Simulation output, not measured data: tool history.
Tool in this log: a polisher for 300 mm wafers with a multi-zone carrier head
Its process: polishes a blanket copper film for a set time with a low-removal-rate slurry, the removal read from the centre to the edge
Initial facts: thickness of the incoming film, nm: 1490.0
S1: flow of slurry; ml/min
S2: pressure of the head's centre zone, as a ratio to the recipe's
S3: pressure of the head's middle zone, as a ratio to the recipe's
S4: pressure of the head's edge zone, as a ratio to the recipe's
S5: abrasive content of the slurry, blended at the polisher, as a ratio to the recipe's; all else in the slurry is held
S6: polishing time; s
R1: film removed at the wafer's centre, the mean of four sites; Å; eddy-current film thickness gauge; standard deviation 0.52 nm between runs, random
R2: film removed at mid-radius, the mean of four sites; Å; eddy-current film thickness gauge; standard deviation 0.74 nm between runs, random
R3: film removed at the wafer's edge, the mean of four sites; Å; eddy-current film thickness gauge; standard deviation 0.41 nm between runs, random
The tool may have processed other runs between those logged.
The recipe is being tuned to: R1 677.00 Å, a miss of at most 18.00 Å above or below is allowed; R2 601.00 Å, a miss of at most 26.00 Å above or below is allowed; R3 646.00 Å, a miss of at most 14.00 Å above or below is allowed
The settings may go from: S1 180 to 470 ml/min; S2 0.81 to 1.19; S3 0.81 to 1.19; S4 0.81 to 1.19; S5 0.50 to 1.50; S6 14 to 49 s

{"run": 1, "hour": 0.0, "S1": 300, "S2": 1.0, "S3": 1.0, "S4": 1.0, "S5": 1.0, "S6": 31, "R1": 890.29, "R2": 864.37, "R3": 828.57}
{"run": 2, "hour": 7.6, "S1": 295, "S2": 0.99, "S3": 0.97, "S4": 0.99, "S5": 0.95, "S6": 31, "R1": 880.55, "R2": 854.92, "R3": 821.96}
{"run": 3, "hour": 9.8, "S1": 295, "S2": 0.91, "S3": 0.97, "S4": 0.99, "S5": 0.95, "S6": 31, "R1": 795.37, "R2": 854.77, "R3": 824.0}
{"run": 4, "hour": 17.1, "S1": 295, "S2": 0.87, "S3": 0.97, "S4": 0.99, "S5": 0.95, "S6": 31, "R1": 764.73, "R2": 831.12, "R3": 811.56}
{"run": 5, "hour": 21.0, "S1": 295, "S2": 0.81, "S3": 0.97, "S4": 0.99, "S5": 0.95, "S6": 31, "R1": 730.02, "R2": 842.36, "R3": 816.94}
{"run": 6, "hour": 26.5, "S1": 365, "S2": 0.81, "S3": 0.97, "S4": 0.99, "S5": 0.95, "S6": 31, "R1": 727.84, "R2": 879.47, "R3": 818.78}
{"run": 7, "hour": 34.8, "S1": 365, "S2": 0.81, "S3": 0.97, "S4": 0.99, "S5": 0.95, "S6": 31, "R1": 728.21, "R2": 858.79, "R3": 834.72}
{"run": 8, "hour": 43.7, "S1": 350, "S2": 0.83, "S3": 0.95, "S4": 0.98, "S5": 0.9, "S6": 31, "R1": 731.98, "R2": 850.54, "R3": 811.44}
{"run": 9, "hour": 48.7, "S1": 330, "S2": 0.85, "S3": 0.93, "S4": 0.98, "S5": 0.85, "S6": 30, "R1": 716.13, "R2": 775.8, "R3": 773.65}
{"run": 10, "hour": 50.4, "S1": 330, "S2": 0.85, "S3": 0.93, "S4": 0.98, "S5": 0.85, "S6": 30, "R1": 719.04, "R2": 772.95, "R3": 779.89}
{"run": 11, "hour": 57.0, "S1": 325, "S2": 0.86, "S3": 0.92, "S4": 0.96, "S5": 0.8, "S6": 30, "R1": 706.6, "R2": 789.8, "R3": 751.37}
{"run": 12, "hour": 60.4, "S1": 410, "S2": 0.96, "S3": 0.82, "S4": 1.06, "S5": 0.55, "S6": 23, "R1": 579.07, "R2": 511.64, "R3": 563.87}
{"run": 13, "hour": 69.1, "S1": 410, "S2": 0.97, "S3": 0.83, "S4": 1.07, "S5": 0.6, "S6": 23, "R1": 575.45, "R2": 529.32, "R3": 572.31}
{"run": 14, "hour": 72.0, "S1": 410, "S2": 0.99, "S3": 0.83, "S4": 1.08, "S5": 0.65, "S6": 23, "R1": 611.68, "R2": 540.39, "R3": 593.67}
{"run": 15, "hour": 75.9, "S1": 410, "S2": 1.0, "S3": 0.84, "S4": 1.09, "S5": 0.65, "S6": 23, "R1": 614.87, "R2": 540.28, "R3": 595.02}
{"run": 16, "hour": 76.4, "S1": 430, "S2": 1.06, "S3": 0.93, "S4": 1.17, "S5": 0.85, "S6": 23, "R1": 701.56, "R2": 609.95, "R3": 654.77}

4 next moves are on the table. One of them brings every result within its allowed miss. Which?
{"run": "A", "hour": 76.9, "S1": 470, "S2": 1.09, "S3": 0.96, "S4": 1.18, "S5": 1.0, "S6": 22, "R1": "?", "R2": "?", "R3": "?"}
{"run": "B", "hour": 76.9, "S1": 435, "S2": 1.09, "S3": 0.93, "S4": 1.17, "S5": 0.85, "S6": 23, "R1": "?", "R2": "?", "R3": "?"}
{"run": "C", "hour": 76.9, "S1": 425, "S2": 1.09, "S3": 0.92, "S4": 1.14, "S5": 0.85, "S6": 23, "R1": "?", "R2": "?", "R3": "?"}
{"run": "D", "hour": 76.9, "S1": 470, "S2": 1.06, "S3": 0.94, "S4": 1.19, "S5": 0.75, "S6": 23, "R1": "?", "R2": "?", "R3": "?"}

move=A R1=726.96 R2=621.10 R3=666.74
move=B R1=727.53 R2=608.72 R3=665.78
move=C R1=726.33 R2=603.44 R3=656.63
move=D R1=690.35 R2=598.15 R3=654.19
A: moves away from the targets compared with the last run
B: moves away from the targets compared with the last run
C: moves away from the targets compared with the last run
D: all results land within tolerance of their targets
Correct choice: D, which meets every target
